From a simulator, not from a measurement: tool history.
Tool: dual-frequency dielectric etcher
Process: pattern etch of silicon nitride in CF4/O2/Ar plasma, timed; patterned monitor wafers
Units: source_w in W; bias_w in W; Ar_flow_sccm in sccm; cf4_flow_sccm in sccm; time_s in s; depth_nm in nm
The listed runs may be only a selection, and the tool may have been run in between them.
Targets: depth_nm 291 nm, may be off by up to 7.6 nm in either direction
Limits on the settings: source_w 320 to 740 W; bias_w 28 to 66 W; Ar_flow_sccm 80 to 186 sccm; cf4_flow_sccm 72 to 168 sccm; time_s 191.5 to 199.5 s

Run 1, hour 0: source_w 530 W, bias_w 47 W, Ar_flow_sccm 133 sccm, cf4_flow_sccm 120 sccm, time_s 191.5 s. Result: depth_nm 368.75 nm.
Run 2, hour 6.1: source_w 480 W, bias_w 46 W, Ar_flow_sccm 133 sccm, cf4_flow_sccm 120 sccm, time_s 191.5 s. Result: depth_nm 331.09 nm.
Run 3, hour 7.2: source_w 480 W, bias_w 46 W, Ar_flow_sccm 133 sccm, cf4_flow_sccm 133 sccm, time_s 191.5 s. Result: depth_nm 334.95 nm.
Run 4, hour 8.6: source_w 480 W, bias_w 46 W, Ar_flow_sccm 133 sccm, cf4_flow_sccm 152 sccm, time_s 191.5 s. Result: depth_nm 338.93 nm.
Run 5, hour 13.6: source_w 540 W, bias_w 46 W, Ar_flow_sccm 133 sccm, cf4_flow_sccm 152 sccm, time_s 191.5 s. Result: depth_nm 380.61 nm.
Run 6, hour 18.3: source_w 490 W, bias_w 46 W, Ar_flow_sccm 133 sccm, cf4_flow_sccm 152 sccm, time_s 191.5 s. Result: depth_nm 341.95 nm.
Run 7, hour 20.8: source_w 460 W, bias_w 46 W, Ar_flow_sccm 133 sccm, cf4_flow_sccm 152 sccm, time_s 191.5 s. Result: depth_nm 321.84 nm.
Run 8, hour 28.6: source_w 400 W, bias_w 45 W, Ar_flow_sccm 133 sccm, cf4_flow_sccm 152 sccm, time_s 191.5 s. Result: depth_nm 278.33 nm.

Which single option among these 5 for the next run brings every result within its allowed miss of target? Just one does.
Run A, hour 36.4: source_w 420 W, bias_w 38 W, Ar_flow_sccm 149 sccm, cf4_flow_sccm 155 sccm, time_s 191.5 s. Result: depth_nm ?.
Run B, hour 36.4: source_w 400 W, bias_w 45 W, Ar_flow_sccm 131 sccm, cf4_flow_sccm 153 sccm, time_s 199.5 s. Result: depth_nm ?.
Run C, hour 36.4: source_w 390 W, bias_w 41 W, Ar_flow_sccm 139 sccm, cf4_flow_sccm 165 sccm, time_s 191.5 s. Result: depth_nm ?.
Run D, hour 36.4: source_w 430 W, bias_w 36 W, Ar_flow_sccm 136 sccm, cf4_flow_sccm 151 sccm, time_s 191.5 s. Result: depth_nm ?.
Run E, hour 36.4: source_w 390 W, bias_w 47 W, Ar_flow_sccm 138 sccm, cf4_flow_sccm 142 sccm, time_s 191.5 s. Result: depth_nm ?.

move  depth_nm
   A    273.74
   B    291.59
   C    263.66
   D    277.45
   E    273.94
A: lands further from the targets than the last run did
B: all results in spec
C: lands further from the targets than the last run did
D: lands further from the targets than the last run did
E: lands further from the targets than the last run did
Correct choice: B, which meets every target

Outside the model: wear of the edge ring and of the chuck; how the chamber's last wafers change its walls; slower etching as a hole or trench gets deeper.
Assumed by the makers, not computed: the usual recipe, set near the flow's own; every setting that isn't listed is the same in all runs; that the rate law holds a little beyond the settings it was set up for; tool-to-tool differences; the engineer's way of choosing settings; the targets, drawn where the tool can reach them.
